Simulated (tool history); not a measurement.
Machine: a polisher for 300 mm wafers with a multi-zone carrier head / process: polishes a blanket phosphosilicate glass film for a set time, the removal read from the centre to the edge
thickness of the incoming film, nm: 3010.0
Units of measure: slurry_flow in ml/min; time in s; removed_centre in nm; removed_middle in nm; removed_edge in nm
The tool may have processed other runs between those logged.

run 1 hour=0 | slurry_flow=205 centre_zone=1 middle_zone=1 edge_zone=1 slurry_solids=1 time=54 | removed_centre=489.46 removed_middle=486.77 removed_edge=491.27
run 2 hour=2.7 | slurry_flow=205 centre_zone=0.98 middle_zone=0.99 edge_zone=0.98 slurry_solids=0.85 time=53 | removed_centre=447.87 removed_middle=447.05 removed_edge=451.75
run 3 hour=9 | slurry_flow=250 centre_zone=0.98 middle_zone=0.99 edge_zone=0.98 slurry_solids=0.85 time=53 | removed_centre=450.77 removed_middle=463.25 removed_edge=466.19
run 4 hour=14.8 | slurry_flow=240 centre_zone=0.96 middle_zone=0.98 edge_zone=0.95 slurry_solids=0.75 time=52 | removed_centre=421.39 removed_middle=418.34 removed_edge=411.14
run 5 hour=19.9 | slurry_flow=240 centre_zone=0.96 middle_zone=0.98 edge_zone=0.95 slurry_solids=0.75 time=60 | removed_centre=473.81 removed_middle=490.58 removed_edge=496.72
run 6 hour=23.4 | slurry_flow=235 centre_zone=0.93 middle_zone=0.97 edge_zone=0.92 slurry_solids=0.65 time=58 | removed_centre=432.44 removed_middle=429.89 removed_edge=433.14

Expected results for the next run?
run 7 hour=27.8 | slurry_flow=230 centre_zone=0.9 middle_zone=0.97 edge_zone=0.91 slurry_solids=0.6 time=57 | removed_centre=? removed_middle=? removed_edge=?

removed_centre: 385.94 nm
removed_middle: 402.79 nm
removed_edge: 409.07 nm

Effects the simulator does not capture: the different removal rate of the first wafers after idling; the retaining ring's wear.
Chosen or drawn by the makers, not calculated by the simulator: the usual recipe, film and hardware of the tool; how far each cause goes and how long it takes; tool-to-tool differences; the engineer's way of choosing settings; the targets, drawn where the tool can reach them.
